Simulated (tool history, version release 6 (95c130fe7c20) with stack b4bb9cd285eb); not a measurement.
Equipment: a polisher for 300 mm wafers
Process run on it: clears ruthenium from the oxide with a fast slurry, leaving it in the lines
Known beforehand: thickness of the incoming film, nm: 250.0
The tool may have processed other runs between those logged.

run  hour  flow of slurry (ml/min)  pressure of the wafer on the pad (psi)  speed of the pad under the wafer (cm/s)  abrasive content of the slurry  overpolish time after the end point (s)  time until the end point was called (s)  dishing of a wide line in a test structure (angstrom)
  1     0                      230                                     2.3                                      104                               1                                       22                                   81.928                                                 559.68
  2   8.6                      230                                     2.3                                      120                               1                                       22                                    76.66                                                 598.33
  3  14.7                      230                                     2.3                                      120                               1                                       13                                   73.282                                                 384.01
  4  18.8                      230                                     2.3                                      120                               1                                       15                                   73.647                                                 439.09
  5  20.9                      230                                     2.3                                      120                               1                                       17                                   74.557                                                  483.9
  6  25.6                      230                                     2.3                                      120                               1                                       18                                   74.438                                                  520.3
  7  28.8                      230                                     2.3                                      122                               1                                       19                                   75.844                                                 557.57

Run 8 is up next; what results do you expect?
  8  37.2                      230                                     2.3                                      124                               1                                       20                                        ?                                                      ?

time until the end point was called (s): 73.001
dishing of a wide line in a test structure (angstrom): 573.77

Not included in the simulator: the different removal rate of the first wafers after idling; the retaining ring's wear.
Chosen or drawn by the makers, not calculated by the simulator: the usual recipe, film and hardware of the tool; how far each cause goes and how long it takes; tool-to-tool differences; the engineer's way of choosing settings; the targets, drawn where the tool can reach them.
